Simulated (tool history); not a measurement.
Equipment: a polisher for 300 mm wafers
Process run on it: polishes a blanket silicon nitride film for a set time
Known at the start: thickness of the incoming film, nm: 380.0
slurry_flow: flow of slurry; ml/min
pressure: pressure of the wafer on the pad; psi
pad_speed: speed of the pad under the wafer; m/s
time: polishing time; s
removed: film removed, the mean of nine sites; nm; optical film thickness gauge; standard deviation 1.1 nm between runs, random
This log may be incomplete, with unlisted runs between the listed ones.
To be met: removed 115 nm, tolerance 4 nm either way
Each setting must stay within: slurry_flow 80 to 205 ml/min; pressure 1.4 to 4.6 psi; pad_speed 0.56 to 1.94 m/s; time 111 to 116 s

Run 1, hour 0: slurry_flow 135 ml/min, pressure 3 psi, pad_speed 1.24 m/s, time 111 s. Result: removed 217.08 nm.
Run 2, hour 8: slurry_flow 135 ml/min, pressure 2.8 psi, pad_speed 1.22 m/s, time 111 s. Result: removed 202.44 nm.
Run 3, hour 16.2: slurry_flow 135 ml/min, pressure 2.8 psi, pad_speed 1.22 m/s, time 111 s. Result: removed 200.82 nm.
Run 4, hour 22.2: slurry_flow 135 ml/min, pressure 2.2 psi, pad_speed 1.22 m/s, time 111 s. Result: removed 166.88 nm.
Run 5, hour 27.9: slurry_flow 110 ml/min, pressure 2.2 psi, pad_speed 1.22 m/s, time 111 s. Result: removed 159.76 nm.
Run 6, hour 32.4: slurry_flow 110 ml/min, pressure 2.2 psi, pad_speed 1.22 m/s, time 111 s. Result: removed 159.67 nm.
Run 7, hour 34.7: slurry_flow 110 ml/min, pressure 2.2 psi, pad_speed 1.22 m/s, time 111 s. Result: removed 161.59 nm.
Run 8, hour 41.9: slurry_flow 110 ml/min, pressure 2.1 psi, pad_speed 1.2 m/s, time 111 s. Result: removed 154.97 nm.
Run 9, hour 44.4: slurry_flow 110 ml/min, pressure 2 psi, pad_speed 1.18 m/s, time 111 s. Result: removed 148.74 nm.
Run 10, hour 46.3: slurry_flow 100 ml/min, pressure 1.4 psi, pad_speed 1.08 m/s, time 111 s. Result: removed 102.13 nm.

Which one of the following 5 next-run settings gets every result inside its allowed miss? There is exactly one.
Run A, hour 48.2: slurry_flow 105 ml/min, pressure 1.4 psi, pad_speed 0.96 m/s, time 111 s. Result: removed ?.
Run B, hour 48.2: slurry_flow 100 ml/min, pressure 1.5 psi, pad_speed 1.08 m/s, time 116 s. Result: removed ?.
Run C, hour 48.2: slurry_flow 115 ml/min, pressure 1.7 psi, pad_speed 1.04 m/s, time 116 s. Result: removed ?.
Run D, hour 48.2: slurry_flow 110 ml/min, pressure 1.5 psi, pad_speed 1.24 m/s, time 114 s. Result: removed ?.
Run E, hour 48.2: slurry_flow 105 ml/min, pressure 1.5 psi, pad_speed 1 m/s, time 113 s. Result: removed ?.

move  removed
   A   95.443
   B   113.73
   C   123.94
   D   127.28
   E   105.23
A: moves away from the targets compared with the last run
B: every result within its allowed miss
C: pushes the last run's worst result past its target
D: pushes the last run's worst result past its target
E: moves toward the targets from the last run without getting all of them in spec
Answer: B
